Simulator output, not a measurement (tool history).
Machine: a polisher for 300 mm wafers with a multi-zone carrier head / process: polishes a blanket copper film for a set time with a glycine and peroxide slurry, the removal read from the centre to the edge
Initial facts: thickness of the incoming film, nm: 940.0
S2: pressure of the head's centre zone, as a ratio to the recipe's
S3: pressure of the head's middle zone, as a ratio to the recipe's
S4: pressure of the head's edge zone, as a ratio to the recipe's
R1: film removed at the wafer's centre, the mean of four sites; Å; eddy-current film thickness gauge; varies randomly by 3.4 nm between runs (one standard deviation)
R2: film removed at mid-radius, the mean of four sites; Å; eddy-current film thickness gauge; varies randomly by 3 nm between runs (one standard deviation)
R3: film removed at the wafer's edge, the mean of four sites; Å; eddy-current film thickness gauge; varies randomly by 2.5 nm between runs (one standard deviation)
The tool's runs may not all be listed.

Run 1, day 0: flow of slurry (ml/min) 300, S2 1, S3 1, S4 1, polishing time (s) 59. Result: R1 3650.6 Å, R2 3595.7 Å, R3 3639.5 Å.
Run 2, day 0.1: flow of slurry (ml/min) 300, S2 0.99, S3 1, S4 0.98, polishing time (s) 58. Result: R1 3571.5 Å, R2 3561.3 Å, R3 3505 Å.
Run 3, day 0.308: flow of slurry (ml/min) 300, S2 1.07, S3 1, S4 0.98, polishing time (s) 58. Result: R1 3838.7 Å, R2 3553.7 Å, R3 3546.7 Å.
Run 4, day 0.417: flow of slurry (ml/min) 295, S2 1.05, S3 0.99, S4 0.97, polishing time (s) 57. Result: R1 3745.5 Å, R2 3467.5 Å, R3 3431.9 Å.
Run 5, day 0.733: flow of slurry (ml/min) 290, S2 1.03, S3 0.98, S4 0.96, polishing time (s) 57. Result: R1 3646.3 Å, R2 3408.8 Å, R3 3388.1 Å.
Run 6, day 0.9: flow of slurry (ml/min) 290, S2 1.03, S3 0.98, S4 0.96, polishing time (s) 45. Result: R1 2841.4 Å, R2 2726.6 Å, R3 2700.7 Å.

Run 7 has not been measured yet. What should we expect?
Run 7, day 0.992: flow of slurry (ml/min) 295, S2 1.03, S3 0.99, S4 0.97, polishing time (s) 45. Result: R1 ?, R2 ?, R3 ?.

Run 7 yielded R1 2870.1 Å, R2 2732.3 Å, R3 2705.9 Å.

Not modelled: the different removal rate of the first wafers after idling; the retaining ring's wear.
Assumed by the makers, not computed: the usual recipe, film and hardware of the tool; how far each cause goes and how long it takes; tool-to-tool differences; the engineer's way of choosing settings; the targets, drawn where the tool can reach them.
